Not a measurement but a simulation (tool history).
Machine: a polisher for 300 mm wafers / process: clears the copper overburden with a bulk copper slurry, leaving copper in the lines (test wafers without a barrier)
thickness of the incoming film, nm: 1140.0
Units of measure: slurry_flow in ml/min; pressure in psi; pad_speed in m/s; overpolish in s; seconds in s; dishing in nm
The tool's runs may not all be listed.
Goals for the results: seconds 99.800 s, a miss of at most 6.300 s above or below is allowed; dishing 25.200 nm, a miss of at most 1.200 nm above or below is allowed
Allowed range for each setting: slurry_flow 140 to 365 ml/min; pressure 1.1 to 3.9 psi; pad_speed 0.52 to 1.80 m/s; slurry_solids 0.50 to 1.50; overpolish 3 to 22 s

Run 1, hour 0.0: slurry_flow 235 ml/min, pressure 2.5 psi, pad_speed 1.16 m/s, slurry_solids 1.00, overpolish 11 s. Result: seconds 142.970 s, dishing 49.097 nm.
Run 2, hour 2.9: slurry_flow 245 ml/min, pressure 2.3 psi, pad_speed 1.24 m/s, slurry_solids 1.05, overpolish 10 s. Result: seconds 142.210 s, dishing 45.474 nm.
Run 3, hour 11.4: slurry_flow 290 ml/min, pressure 2.3 psi, pad_speed 1.24 m/s, slurry_solids 1.05, overpolish 10 s. Result: seconds 145.560 s, dishing 45.562 nm.
Run 4, hour 18.2: slurry_flow 270 ml/min, pressure 2.2 psi, pad_speed 1.30 m/s, slurry_solids 1.10, overpolish 9 s. Result: seconds 144.420 s, dishing 43.778 nm.
Run 5, hour 26.1: slurry_flow 300 ml/min, pressure 2.2 psi, pad_speed 1.30 m/s, slurry_solids 1.10, overpolish 9 s. Result: seconds 141.750 s, dishing 43.507 nm.
Run 6, hour 28.0: slurry_flow 300 ml/min, pressure 2.2 psi, pad_speed 1.30 m/s, slurry_solids 0.90, overpolish 9 s. Result: seconds 146.380 s, dishing 43.236 nm.
Run 7, hour 30.0: slurry_flow 280 ml/min, pressure 2.1 psi, pad_speed 1.34 m/s, slurry_solids 0.95, overpolish 8 s. Result: seconds 151.530 s, dishing 38.504 nm.
Run 8, hour 35.4: slurry_flow 265 ml/min, pressure 2.1 psi, pad_speed 1.40 m/s, slurry_solids 0.90, overpolish 7 s. Result: seconds 146.420 s, dishing 35.669 nm.
Run 9, hour 41.0: slurry_flow 250 ml/min, pressure 2.1 psi, pad_speed 1.44 m/s, slurry_solids 0.85, overpolish 7 s. Result: seconds 148.740 s, dishing 36.679 nm.
Run 10, hour 48.0: slurry_flow 250 ml/min, pressure 2.1 psi, pad_speed 1.44 m/s, slurry_solids 0.85, overpolish 7 s. Result: seconds 142.280 s, dishing 35.895 nm.
Run 11, hour 56.9: slurry_flow 315 ml/min, pressure 1.4 psi, pad_speed 1.76 m/s, slurry_solids 1.10, overpolish 3 s. Result: seconds 167.000 s, dishing 15.535 nm.
Run 12, hour 64.0: slurry_flow 315 ml/min, pressure 1.5 psi, pad_speed 1.76 m/s, slurry_solids 1.10, overpolish 3 s. Result: seconds 152.160 s, dishing 16.938 nm.
Run 13, hour 67.5: slurry_flow 315 ml/min, pressure 1.6 psi, pad_speed 1.76 m/s, slurry_solids 1.10, overpolish 3 s. Result: seconds 144.450 s, dishing 17.980 nm.
Run 14, hour 71.9: slurry_flow 315 ml/min, pressure 1.7 psi, pad_speed 1.76 m/s, slurry_solids 1.10, overpolish 3 s. Result: seconds 139.150 s, dishing 18.684 nm.

Exactly one of the 5 candidate moves below puts every result within its allowed miss. Which one?
Run A, hour 76.3: slurry_flow 340 ml/min, pressure 2.4 psi, pad_speed 1.80 m/s, slurry_solids 0.90, overpolish 3 s. Result: seconds ?, dishing ?.
Run B, hour 76.3: slurry_flow 280 ml/min, pressure 1.2 psi, pad_speed 1.48 m/s, slurry_solids 1.20, overpolish 9 s. Result: seconds ?, dishing ?.
Run C, hour 76.3: slurry_flow 270 ml/min, pressure 1.4 psi, pad_speed 1.52 m/s, slurry_solids 1.00, overpolish 6 s. Result: seconds ?, dishing ?.
Run D, hour 76.3: slurry_flow 265 ml/min, pressure 2.7 psi, pad_speed 1.80 m/s, slurry_solids 1.10, overpolish 3 s. Result: seconds ?, dishing ?.
Run E, hour 76.3: slurry_flow 295 ml/min, pressure 2.7 psi, pad_speed 1.80 m/s, slurry_solids 1.20, overpolish 3 s. Result: seconds ?, dishing ?.

move  seconds  dishing
   A   96.646   24.985
   B  213.770   30.334
   C  188.480   24.746
   D   84.011   28.218
   E   81.663   28.881
A: hits every target within its allowed miss
B: the biggest miss grows against the last run
C: the biggest miss grows against the last run
D: carries the result that was furthest off beyond its target, to the other side
E: carries the result that was furthest off beyond its target, to the other side
Correct choice: A, which meets every target
